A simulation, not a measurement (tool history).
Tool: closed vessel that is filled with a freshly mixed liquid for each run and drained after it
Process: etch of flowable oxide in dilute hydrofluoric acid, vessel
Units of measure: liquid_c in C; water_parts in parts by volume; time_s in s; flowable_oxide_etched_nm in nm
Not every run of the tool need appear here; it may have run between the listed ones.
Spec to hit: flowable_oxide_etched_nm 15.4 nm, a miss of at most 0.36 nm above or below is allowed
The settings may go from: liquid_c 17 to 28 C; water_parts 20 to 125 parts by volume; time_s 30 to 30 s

Run 1, hour 0: liquid_c 20 C, water_parts 70 parts by volume, time_s 30 s. Result: flowable_oxide_etched_nm 8.5801 nm.
Run 2, hour 1.5: liquid_c 20 C, water_parts 55 parts by volume, time_s 30 s. Result: flowable_oxide_etched_nm 11.084 nm.
Run 3, hour 5.4: liquid_c 20 C, water_parts 55 parts by volume, time_s 30 s. Result: flowable_oxide_etched_nm 11.123 nm.
Run 4, hour 7.5: liquid_c 20 C, water_parts 55 parts by volume, time_s 30 s. Result: flowable_oxide_etched_nm 11.06 nm.
Run 5, hour 13.8: liquid_c 18.5 C, water_parts 55 parts by volume, time_s 30 s. Result: flowable_oxide_etched_nm 10.458 nm.
Run 6, hour 18: liquid_c 18.5 C, water_parts 80 parts by volume, time_s 30 s. Result: flowable_oxide_etched_nm 6.9051 nm.
Run 7, hour 23: liquid_c 20.5 C, water_parts 75 parts by volume, time_s 30 s. Result: flowable_oxide_etched_nm 8.1882 nm.
Run 8, hour 31.5: liquid_c 22.5 C, water_parts 70 parts by volume, time_s 30 s. Result: flowable_oxide_etched_nm 9.4886 nm.
Run 9, hour 34.4: liquid_c 24 C, water_parts 65 parts by volume, time_s 30 s. Result: flowable_oxide_etched_nm 10.974 nm.
Run 10, hour 40.3: liquid_c 25 C, water_parts 60 parts by volume, time_s 30 s. Result: flowable_oxide_etched_nm 12.5 nm.
Run 11, hour 47.7: liquid_c 25.5 C, water_parts 60 parts by volume, time_s 30 s. Result: flowable_oxide_etched_nm 12.731 nm.

Of the 4 settings listed for the next run, only one would bring every result within its allowed miss of target. Which one?
Run A, hour 55.1: liquid_c 27.5 C, water_parts 50 parts by volume, time_s 30 s. Result: flowable_oxide_etched_nm ?.
Run B, hour 55.1: liquid_c 26.5 C, water_parts 50 parts by volume, time_s 30 s. Result: flowable_oxide_etched_nm ?.
Run C, hour 55.1: liquid_c 25.5 C, water_parts 50 parts by volume, time_s 30 s. Result: flowable_oxide_etched_nm ?.
Run D, hour 55.1: liquid_c 27 C, water_parts 50 parts by volume, time_s 30 s. Result: flowable_oxide_etched_nm ?.

move  flowable_oxide_etched_nm
   A                    16.752
   B                    16.081
   C                    15.432
   D                    16.414
A: takes the result that was furthest off past its target
B: takes the result that was furthest off past its target
C: in spec on every target
D: takes the result that was furthest off past its target
Move C is the one to make.
